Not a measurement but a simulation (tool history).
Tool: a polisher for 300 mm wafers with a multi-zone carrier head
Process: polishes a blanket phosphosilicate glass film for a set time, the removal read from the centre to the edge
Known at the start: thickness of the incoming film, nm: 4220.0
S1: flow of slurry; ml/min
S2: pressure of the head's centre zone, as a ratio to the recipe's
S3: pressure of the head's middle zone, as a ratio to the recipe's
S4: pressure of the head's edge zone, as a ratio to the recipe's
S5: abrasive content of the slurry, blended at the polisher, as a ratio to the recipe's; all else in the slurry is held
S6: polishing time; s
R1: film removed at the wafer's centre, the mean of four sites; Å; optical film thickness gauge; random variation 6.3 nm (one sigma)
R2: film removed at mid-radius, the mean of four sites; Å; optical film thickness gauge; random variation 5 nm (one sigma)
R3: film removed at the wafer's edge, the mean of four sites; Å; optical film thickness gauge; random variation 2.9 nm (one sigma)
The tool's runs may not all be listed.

Run 1, day 0: S1 300 ml/min, S2 1, S3 1, S4 1, S5 1, S6 88 s. Result: R1 5863.7 Å, R2 6149.3 Å, R3 6091.5 Å.
Run 2, day 0.246: S1 300 ml/min, S2 1.02, S3 1, S4 0.96, S5 0.85, S6 84 s. Result: R1 5299.7 Å, R2 5390.3 Å, R3 5189.5 Å.
Run 3, day 0.283: S1 300 ml/min, S2 1.02, S3 1, S4 0.96, S5 0.65, S6 84 s. Result: R1 4596.9 Å, R2 4753.5 Å, R3 4543.9 Å.
Run 4, day 0.483: S1 295 ml/min, S2 1.02, S3 0.99, S4 0.93, S5 0.6, S6 84 s. Result: R1 4361 Å, R2 4339.2 Å, R3 4197.3 Å.
Run 5, day 0.608: S1 285 ml/min, S2 1.02, S3 1, S4 0.91, S5 0.6, S6 84 s. Result: R1 4349.8 Å, R2 4461.1 Å, R3 4133.9 Å.
Run 6, day 0.642: S1 275 ml/min, S2 1.02, S3 0.99, S4 0.9, S5 0.6, S6 84 s. Result: R1 4364.7 Å, R2 4384.4 Å, R3 4120 Å.
Run 7, day 0.704: S1 275 ml/min, S2 1.02, S3 0.98, S4 0.88, S5 0.6, S6 84 s. Result: R1 4294.5 Å, R2 4400.6 Å, R3 4123.9 Å.
Run 8, day 0.829: S1 275 ml/min, S2 1.03, S3 0.97, S4 0.86, S5 0.6, S6 84 s. Result: R1 4321.1 Å, R2 4429.3 Å, R3 4081 Å.
Run 9, day 1.1: S1 275 ml/min, S2 1.03, S3 0.97, S4 0.86, S5 0.6, S6 84 s. Result: R1 4351.8 Å, R2 4274.7 Å, R3 4090.6 Å.

Run 10 comes next. What will it give?
Run 10, day 1.133: S1 275 ml/min, S2 1.03, S3 0.97, S4 0.86, S5 0.6, S6 84 s. Result: R1 ?, R2 ?, R3 ?.

R1: 4441.8 Å
R2: 4309.7 Å
R3: 4096.1 Å
